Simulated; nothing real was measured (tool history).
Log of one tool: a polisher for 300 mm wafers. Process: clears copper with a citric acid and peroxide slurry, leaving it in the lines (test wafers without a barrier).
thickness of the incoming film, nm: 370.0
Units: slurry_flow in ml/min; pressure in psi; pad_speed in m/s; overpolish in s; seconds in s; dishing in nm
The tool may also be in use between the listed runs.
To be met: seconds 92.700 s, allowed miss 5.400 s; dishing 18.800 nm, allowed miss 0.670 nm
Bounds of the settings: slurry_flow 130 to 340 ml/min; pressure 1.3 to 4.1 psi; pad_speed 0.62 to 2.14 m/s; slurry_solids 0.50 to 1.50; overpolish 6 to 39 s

run 1 hour=0.0 | slurry_flow=220 pressure=2.7 pad_speed=1.38 slurry_solids=1.00 overpolish=20 | seconds=135.680 dishing=37.957
run 2 hour=2.0 | slurry_flow=220 pressure=2.5 pad_speed=1.52 slurry_solids=1.00 overpolish=17 | seconds=132.970 dishing=33.642
run 3 hour=4.7 | slurry_flow=220 pressure=2.5 pad_speed=1.26 slurry_solids=1.00 overpolish=17 | seconds=159.120 dishing=29.137
run 4 hour=9.1 | slurry_flow=220 pressure=3.1 pad_speed=1.26 slurry_solids=1.00 overpolish=17 | seconds=129.580 dishing=35.665
run 5 hour=17.3 | slurry_flow=220 pressure=3.1 pad_speed=1.48 slurry_solids=1.00 overpolish=17 | seconds=111.100 dishing=39.668
run 6 hour=19.3 | slurry_flow=225 pressure=2.7 pad_speed=1.64 slurry_solids=1.10 overpolish=14 | seconds=110.290 dishing=33.984
run 7 hour=24.7 | slurry_flow=285 pressure=2.0 pad_speed=2.02 slurry_solids=1.35 overpolish=6 | seconds=116.130 dishing=15.350
run 8 hour=28.0 | slurry_flow=280 pressure=2.1 pad_speed=2.04 slurry_solids=1.35 overpolish=6 | seconds=107.100 dishing=15.822
run 9 hour=32.2 | slurry_flow=270 pressure=2.2 pad_speed=2.04 slurry_solids=1.35 overpolish=6 | seconds=105.820 dishing=16.528
run 10 hour=34.7 | slurry_flow=270 pressure=2.3 pad_speed=2.04 slurry_solids=1.35 overpolish=6 | seconds=98.932 dishing=17.267
run 11 hour=40.4 | slurry_flow=265 pressure=2.3 pad_speed=2.04 slurry_solids=1.35 overpolish=6 | seconds=98.283 dishing=17.436
run 12 hour=47.2 | slurry_flow=260 pressure=2.3 pad_speed=2.04 slurry_solids=1.35 overpolish=6 | seconds=100.210 dishing=17.449
run 13 hour=56.3 | slurry_flow=255 pressure=2.4 pad_speed=2.04 slurry_solids=1.35 overpolish=6 | seconds=93.241 dishing=17.955
run 14 hour=58.6 | slurry_flow=255 pressure=2.4 pad_speed=2.02 slurry_solids=1.30 overpolish=6 | seconds=95.158 dishing=17.917

5 next moves are on the table. One of them brings every result within its allowed miss. Which?
run A hour=60.9 | slurry_flow=270 pressure=2.4 pad_speed=1.98 slurry_solids=1.20 overpolish=6 | seconds=? dishing=?
run B hour=60.9 | slurry_flow=255 pressure=2.5 pad_speed=2.04 slurry_solids=1.35 overpolish=6 | seconds=? dishing=?
run C hour=60.9 | slurry_flow=260 pressure=2.4 pad_speed=2.00 slurry_solids=1.25 overpolish=6 | seconds=? dishing=?
run D hour=60.9 | slurry_flow=270 pressure=2.4 pad_speed=1.86 slurry_solids=1.10 overpolish=8 | seconds=? dishing=?
run E hour=60.9 | slurry_flow=255 pressure=2.0 pad_speed=2.14 slurry_solids=1.30 overpolish=8 | seconds=? dishing=?

move=A seconds=98.042 dishing=17.199
move=B seconds=89.674 dishing=18.690
move=C seconds=96.566 dishing=17.440
move=D seconds=106.180 dishing=20.783
move=E seconds=107.170 dishing=20.441
A: further off than the last run
B: meets every target
C: further off than the last run
D: takes the result that was furthest off past its target
E: takes the result that was furthest off past its target
Answer: B

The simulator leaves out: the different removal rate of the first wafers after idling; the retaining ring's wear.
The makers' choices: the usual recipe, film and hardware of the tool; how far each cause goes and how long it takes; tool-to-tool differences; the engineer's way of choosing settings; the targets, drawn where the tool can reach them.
